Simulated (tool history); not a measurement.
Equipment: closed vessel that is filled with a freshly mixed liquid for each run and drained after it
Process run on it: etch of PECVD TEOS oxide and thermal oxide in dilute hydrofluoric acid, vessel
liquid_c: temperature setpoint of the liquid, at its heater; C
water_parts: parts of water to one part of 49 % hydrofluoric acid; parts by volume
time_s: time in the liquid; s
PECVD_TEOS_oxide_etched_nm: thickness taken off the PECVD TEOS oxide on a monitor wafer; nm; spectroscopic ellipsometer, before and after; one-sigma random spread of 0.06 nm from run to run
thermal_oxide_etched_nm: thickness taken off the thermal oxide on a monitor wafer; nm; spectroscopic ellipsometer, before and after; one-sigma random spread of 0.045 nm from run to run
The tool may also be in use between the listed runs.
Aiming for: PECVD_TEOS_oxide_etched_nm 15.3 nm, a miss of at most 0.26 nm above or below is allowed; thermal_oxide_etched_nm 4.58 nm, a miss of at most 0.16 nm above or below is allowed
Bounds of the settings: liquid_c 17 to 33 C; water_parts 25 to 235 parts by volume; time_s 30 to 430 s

run,day,liquid_c,water_parts,time_s,PECVD_TEOS_oxide_etched_nm,thermal_oxide_etched_nm
1,0,25,130,220,28.022,8.3195
2,0.175,25,165,220,21.116,6.333
3,0.325,23.5,165,220,20.014,5.9976
4,0.567,22.5,165,220,19.202,5.7345
5,0.779,19,165,220,16.653,5.0288
6,0.846,19,165,155,11.766,3.5439
7,1.079,23,165,155,13.756,4.1993
8,1.388,23.5,165,155,14.104,4.1911
9,1.558,24,165,155,14.26,4.335
10,1.858,24,165,155,14.191,4.2971
11,2.146,24.5,165,155,14.584,4.3659
12,2.375,25,165,155,14.823,4.4275

Below are 4 possible settings for the next run. Only one of them brings all results inside the allowed miss of their targets. Which is it?
A,2.604,17,170,215,?,?
B,2.604,27.5,160,140,?,?
C,2.604,22.5,155,155,?,?
D,2.604,21,145,150,?,?

move,PECVD_TEOS_oxide_etched_nm,thermal_oxide_etched_nm
A,14.622,4.3695
B,15.328,4.5805
C,14.597,4.3619
D,14.395,4.3016
A: misses by more than the last run did
B: meets every target
C: misses by more than the last run did
D: misses by more than the last run did
Answer: B

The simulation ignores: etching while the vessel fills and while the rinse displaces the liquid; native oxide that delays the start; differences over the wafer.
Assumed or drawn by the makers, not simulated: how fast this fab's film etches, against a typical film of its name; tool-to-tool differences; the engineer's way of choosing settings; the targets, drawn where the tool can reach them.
